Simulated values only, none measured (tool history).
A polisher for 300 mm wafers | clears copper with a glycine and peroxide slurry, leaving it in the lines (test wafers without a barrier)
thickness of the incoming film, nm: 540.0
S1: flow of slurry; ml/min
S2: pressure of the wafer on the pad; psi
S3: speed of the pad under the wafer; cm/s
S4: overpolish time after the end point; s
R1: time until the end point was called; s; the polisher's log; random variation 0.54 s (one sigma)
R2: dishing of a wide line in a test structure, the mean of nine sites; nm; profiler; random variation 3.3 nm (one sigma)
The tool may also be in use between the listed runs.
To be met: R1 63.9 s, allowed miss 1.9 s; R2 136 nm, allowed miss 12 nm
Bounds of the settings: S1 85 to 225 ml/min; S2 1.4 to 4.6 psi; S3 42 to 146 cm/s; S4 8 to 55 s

Run 1, hour 0: S1 145 ml/min, S2 3 psi, S3 94 cm/s, S4 28 s. Result: R1 108.67 s, R2 91.839 nm.
Run 2, hour 1.9: S1 150 ml/min, S2 3.3 psi, S3 96 cm/s, S4 28 s. Result: R1 96.914 s, R2 95.28 nm.
Run 3, hour 9.8: S1 155 ml/min, S2 3.6 psi, S3 96 cm/s, S4 29 s. Result: R1 90.97 s, R2 111.02 nm.
Run 4, hour 16.1: S1 155 ml/min, S2 3.6 psi, S3 96 cm/s, S4 25 s. Result: R1 90.688 s, R2 100.41 nm.
Run 5, hour 21.1: S1 155 ml/min, S2 4.3 psi, S3 96 cm/s, S4 25 s. Result: R1 77.699 s, R2 108.25 nm.
Run 6, hour 27.4: S1 160 ml/min, S2 4.4 psi, S3 98 cm/s, S4 25 s. Result: R1 74.536 s, R2 112.85 nm.
Run 7, hour 33.3: S1 165 ml/min, S2 4.4 psi, S3 100 cm/s, S4 25 s. Result: R1 73.041 s, R2 114.99 nm.
Run 8, hour 39.7: S1 165 ml/min, S2 4.4 psi, S3 102 cm/s, S4 25 s. Result: R1 70.938 s, R2 113.55 nm.
Run 9, hour 48.6: S1 170 ml/min, S2 4.4 psi, S3 102 cm/s, S4 26 s. Result: R1 71.751 s, R2 116.32 nm.
Run 10, hour 49.8: S1 170 ml/min, S2 4.4 psi, S3 104 cm/s, S4 27 s. Result: R1 70.533 s, R2 123.8 nm.
Run 11, hour 58.8: S1 170 ml/min, S2 4.4 psi, S3 104 cm/s, S4 27 s. Result: R1 69.892 s, R2 123.42 nm.
Run 12, hour 62: S1 175 ml/min, S2 4.5 psi, S3 106 cm/s, S4 28 s. Result: R1 66.879 s, R2 131.37 nm.

Which of these 4 next moves meets every target?
Run A, hour 65.2: S1 170 ml/min, S2 4.1 psi, S3 114 cm/s, S4 36 s. Result: R1 ?, R2 ?.
Run B, hour 65.2: S1 165 ml/min, S2 4.5 psi, S3 118 cm/s, S4 35 s. Result: R1 ?, R2 ?.
Run C, hour 65.2: S1 180 ml/min, S2 4.6 psi, S3 94 cm/s, S4 28 s. Result: R1 ?, R2 ?.
Run D, hour 65.2: S1 160 ml/min, S2 4.6 psi, S3 112 cm/s, S4 28 s. Result: R1 ?, R2 ?.

move      R1      R2
   A   68.04  153.89
   B  61.164  162.43
   C  71.754  128.41
   D  63.065   139.4
A: further off than the last run
B: takes the result that was furthest off past its target
C: further off than the last run
D: meets every target
Answer: D
